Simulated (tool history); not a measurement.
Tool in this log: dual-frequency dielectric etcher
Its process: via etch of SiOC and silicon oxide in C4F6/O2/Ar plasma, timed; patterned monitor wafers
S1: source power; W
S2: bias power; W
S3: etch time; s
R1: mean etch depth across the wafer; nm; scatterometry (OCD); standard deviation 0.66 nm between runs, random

run,hour,S1,S2,S3,R1
1,0.0,440,204,99.0,124.38
2,5.2,440,235,99.0,131.02
3,12.0,440,235,99.0,130.38
4,15.4,440,235,99.0,130.87
5,21.1,400,235,99.0,127.28
6,26.3,440,235,99.0,131.98
7,27.6,410,231,99.0,126.34
8,29.0,390,229,99.0,123.45
9,30.0,370,227,99.0,120.16
10,39.0,360,226,99.0,118.96
11,47.6,360,226,99.0,118.10
12,52.9,350,225,99.0,117.18

For run 13, what comes out?
13,61.1,340,224,99.0,?

R1: 116.47 nm
